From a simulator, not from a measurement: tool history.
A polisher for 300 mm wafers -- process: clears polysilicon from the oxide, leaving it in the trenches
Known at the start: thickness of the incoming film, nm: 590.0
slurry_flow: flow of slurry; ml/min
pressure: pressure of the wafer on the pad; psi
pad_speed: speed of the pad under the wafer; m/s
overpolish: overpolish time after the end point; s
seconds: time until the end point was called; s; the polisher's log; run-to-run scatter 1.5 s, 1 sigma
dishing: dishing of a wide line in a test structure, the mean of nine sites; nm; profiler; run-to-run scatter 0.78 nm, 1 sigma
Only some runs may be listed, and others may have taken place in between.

run	hour	slurry_flow	pressure	pad_speed	overpolish	seconds	dishing
1	0	190	2.1	1.2	24	52.699	48.164
2	7.4	190	2	1.2	22	56.024	46.424
3	15.5	190	2	1.46	22	45.707	48.22
4	24	190	1.9	1.44	21	48.882	48.094
5	27.4	190	1.8	1.42	19	51.285	46.807
6	28.6	190	1.7	1.4	19	54.147	47.428
# hour 31: slurry nozzle cleaned
7	31	190	1.6	1.36	18	57.79	45.859
8	32.3	190	1.5	1.34	18	60.134	44.286
9	40.8	175	1.2	1.08	29	86.353	48.625

Run 10 has not been measured yet. What should we expect?
10	47.2	175	1.2	1.08	27	?	?

seconds: 89.307 s
dishing: 45.741 nm
